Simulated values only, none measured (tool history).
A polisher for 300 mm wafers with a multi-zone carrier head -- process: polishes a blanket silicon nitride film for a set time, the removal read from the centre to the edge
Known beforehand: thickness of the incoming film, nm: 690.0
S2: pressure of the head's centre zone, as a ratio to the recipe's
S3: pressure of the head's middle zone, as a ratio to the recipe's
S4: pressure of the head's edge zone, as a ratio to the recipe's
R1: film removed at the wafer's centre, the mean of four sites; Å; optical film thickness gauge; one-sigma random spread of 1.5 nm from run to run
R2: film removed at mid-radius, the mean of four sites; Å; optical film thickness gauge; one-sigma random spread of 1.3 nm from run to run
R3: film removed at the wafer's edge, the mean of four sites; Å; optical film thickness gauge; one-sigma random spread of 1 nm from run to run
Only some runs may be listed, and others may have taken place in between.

Run 1, hour 0.0: flow of slurry (ml/min) 125, S2 1.00, S3 1.00, S4 1.00, polishing time (s) 85. Result: R1 1175.6 Å, R2 1138.2 Å, R3 1183.3 Å.
Run 2, hour 4.3: flow of slurry (ml/min) 130, S2 0.99, S3 1.01, S4 1.02, polishing time (s) 86. Result: R1 1176.9 Å, R2 1164.7 Å, R3 1205.4 Å.
Run 3, hour 6.1: flow of slurry (ml/min) 135, S2 0.98, S3 1.01, S4 1.03, polishing time (s) 88. Result: R1 1224.6 Å, R2 1186.5 Å, R3 1249.5 Å.
Run 4, hour 9.1: flow of slurry (ml/min) 135, S2 1.03, S3 1.01, S4 1.03, polishing time (s) 88. Result: R1 1247.6 Å, R2 1194.8 Å, R3 1239.6 Å.
Run 5, hour 14.2: flow of slurry (ml/min) 145, S2 1.03, S3 1.01, S4 1.03, polishing time (s) 88. Result: R1 1266.5 Å, R2 1225.9 Å, R3 1261.5 Å.
Run 6, hour 15.9: flow of slurry (ml/min) 150, S2 1.01, S3 1.02, S4 1.05, polishing time (s) 89. Result: R1 1277.4 Å, R2 1246.5 Å, R3 1286.4 Å.
Run 7, hour 24.9: flow of slurry (ml/min) 150, S2 0.99, S3 1.03, S4 1.06, polishing time (s) 90. Result: R1 1270.4 Å, R2 1255.8 Å, R3 1297.9 Å.
Run 8, hour 30.0: flow of slurry (ml/min) 150, S2 0.99, S3 1.03, S4 1.06, polishing time (s) 90. Result: R1 1293.4 Å, R2 1262.5 Å, R3 1300.3 Å.
Run 9, hour 38.4: flow of slurry (ml/min) 145, S2 0.97, S3 1.04, S4 1.07, polishing time (s) 92. Result: R1 1285.3 Å, R2 1304.1 Å, R3 1334.0 Å.
Run 10, hour 45.2: flow of slurry (ml/min) 145, S2 0.95, S3 1.04, S4 1.08, polishing time (s) 93. Result: R1 1241.5 Å, R2 1309.3 Å, R3 1366.2 Å.
Run 11, hour 50.7: flow of slurry (ml/min) 150, S2 0.95, S3 1.04, S4 1.09, polishing time (s) 94. Result: R1 1264.5 Å, R2 1332.4 Å, R3 1398.9 Å.

Expected results for the next run?
Run 12, hour 57.4: flow of slurry (ml/min) 155, S2 0.95, S3 1.04, S4 1.10, polishing time (s) 94. Result: R1 ?, R2 ?, R3 ?.

R1: 1313.7 Å
R2: 1355.4 Å
R3: 1396.5 Å
